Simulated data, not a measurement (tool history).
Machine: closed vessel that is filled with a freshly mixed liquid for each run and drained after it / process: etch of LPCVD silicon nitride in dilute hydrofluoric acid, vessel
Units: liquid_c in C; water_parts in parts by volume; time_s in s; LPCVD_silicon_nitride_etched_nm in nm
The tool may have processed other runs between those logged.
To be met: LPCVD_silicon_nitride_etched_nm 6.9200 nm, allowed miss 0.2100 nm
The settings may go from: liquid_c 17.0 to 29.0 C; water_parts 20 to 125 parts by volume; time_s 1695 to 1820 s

| run | hour | liquid_c | water_parts | time_s | LPCVD_silicon_nitride_etched_nm |
|---|---|---|---|---|---|
| 1 | 0.0 | 21.0 | 70 | 1695 | 12.3800 |
| 2 | 3.5 | 21.0 | 70 | 1695 | 12.3830 |
| 3 | 8.1 | 20.0 | 75 | 1695 | 10.6490 |
| 4 | 17.3 | 19.5 | 80 | 1695 | 9.7772 |
| 5 | 23.8 | 19.0 | 85 | 1695 | 8.9239 |
| 6 | 30.6 | 19.0 | 75 | 1695 | 10.0340 |
|  | 33.7 | hydrofluoric acid flow meter replaced |
| 7 | 33.7 | 18.5 | 80 | 1695 | 8.5967 |
| 8 | 41.7 | 18.0 | 80 | 1695 | 8.3103 |
| 9 | 43.4 | 17.5 | 85 | 1695 | 7.5117 |
| 10 | 47.0 | 17.0 | 85 | 1695 | 7.2378 |

Which of these 5 next moves meets every target?
| A | 50.6 | 17.0 | 95 | 1805 | ? |
| B | 50.6 | 18.0 | 115 | 1810 | ? |
| C | 50.6 | 18.5 | 115 | 1820 | ? |
| D | 50.6 | 17.0 | 100 | 1735 | ? |
| E | 50.6 | 17.0 | 100 | 1790 | ? |

| move | LPCVD_silicon_nitride_etched_nm |
|---|---|
| A | 6.8719 |
| B | 6.1373 |
| C | 6.3868 |
| D | 6.2853 |
| E | 6.4846 |
A: every result within its allowed miss
B: the result that was furthest off in the last run now lies on the other side of its target
C: the result that was furthest off in the last run now lies on the other side of its target
D: the result that was furthest off in the last run now lies on the other side of its target
E: the result that was furthest off in the last run now lies on the other side of its target
Go with A: it meets all targets.

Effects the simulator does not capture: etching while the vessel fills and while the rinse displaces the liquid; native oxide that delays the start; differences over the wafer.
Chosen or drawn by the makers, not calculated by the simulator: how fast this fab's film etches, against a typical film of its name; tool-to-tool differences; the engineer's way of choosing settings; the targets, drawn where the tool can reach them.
